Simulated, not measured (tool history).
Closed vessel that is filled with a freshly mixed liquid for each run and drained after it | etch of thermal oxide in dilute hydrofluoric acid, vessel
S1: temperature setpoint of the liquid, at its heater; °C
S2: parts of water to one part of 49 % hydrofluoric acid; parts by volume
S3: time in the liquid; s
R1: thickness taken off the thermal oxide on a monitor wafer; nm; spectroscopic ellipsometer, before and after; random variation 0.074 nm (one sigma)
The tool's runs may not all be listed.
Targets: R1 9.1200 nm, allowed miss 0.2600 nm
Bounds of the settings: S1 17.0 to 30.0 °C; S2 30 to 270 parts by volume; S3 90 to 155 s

run	hour	S1	S2	S3	R1
1	0.0	22.0	150	155	4.3944
2	8.5	23.5	150	155	4.6619
3	11.6	24.5	150	155	4.8848
4	17.7	24.5	150	155	4.7907
5	20.8	24.5	150	155	4.8239
6	27.6	24.5	180	155	3.9098
7	29.2	26.0	155	155	4.9823
8	35.2	27.0	140	155	5.7598
9	37.9	30.0	85	155	11.5540
10	46.6	28.5	85	155	10.8340
11	49.1	27.5	85	155	10.4150
12	56.0	26.5	85	155	9.9984

4 next moves are on the table. One of them brings every result within its allowed miss. Which?
A	62.9	26.5	90	150	?
B	62.9	27.0	90	155	?
C	62.9	30.0	110	155	?
D	62.9	25.5	70	150	?

move	R1
A	9.0720
B	9.5588
C	8.5295
D	11.5140
A: meets every target
B: nearer than the last run, and not there yet
C: takes the result that was furthest off past its target
D: further off than the last run
Answer: A

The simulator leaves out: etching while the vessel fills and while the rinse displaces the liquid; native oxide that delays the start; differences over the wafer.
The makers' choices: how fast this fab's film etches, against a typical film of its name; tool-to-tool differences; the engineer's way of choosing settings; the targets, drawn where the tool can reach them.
